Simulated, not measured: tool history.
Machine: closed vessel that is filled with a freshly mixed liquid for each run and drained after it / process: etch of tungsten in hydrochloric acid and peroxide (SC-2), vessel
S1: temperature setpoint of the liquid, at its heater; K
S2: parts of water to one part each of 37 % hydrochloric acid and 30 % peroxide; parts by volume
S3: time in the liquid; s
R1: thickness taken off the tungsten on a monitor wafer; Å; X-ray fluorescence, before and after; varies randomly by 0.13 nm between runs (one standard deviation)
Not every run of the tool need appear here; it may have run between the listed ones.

{"run": 1, "hour": 0.0, "S1": 329.15, "S2": 9.0, "S3": 40, "R1": 105.35}
{"run": 2, "hour": 6.9, "S1": 326.15, "S2": 9.0, "S3": 40, "R1": 87.439}
{"run": 3, "hour": 10.1, "S1": 333.15, "S2": 9.0, "S3": 40, "R1": 133.81}
{"run": 4, "hour": 17.2, "S1": 333.15, "S2": 11.5, "S3": 40, "R1": 109.99}
{"run": 5, "hour": 26.3, "S1": 333.15, "S2": 11.5, "S3": 40, "R1": 111.25}
{"run": 6, "hour": 29.7, "S1": 333.15, "S2": 9.0, "S3": 40, "R1": 137.59}
{"run": 7, "hour": 32.0, "S1": 333.65, "S2": 9.0, "S3": 40, "R1": 137.74}
{"run": 8, "hour": 40.9, "S1": 334.15, "S2": 9.0, "S3": 40, "R1": 144.47}

Expected results for the next run?
{"run": 9, "hour": 44.6, "S1": 334.65, "S2": 9.0, "S3": 40, "R1": "?"}

Run 9 gave R1 149.770 Å.
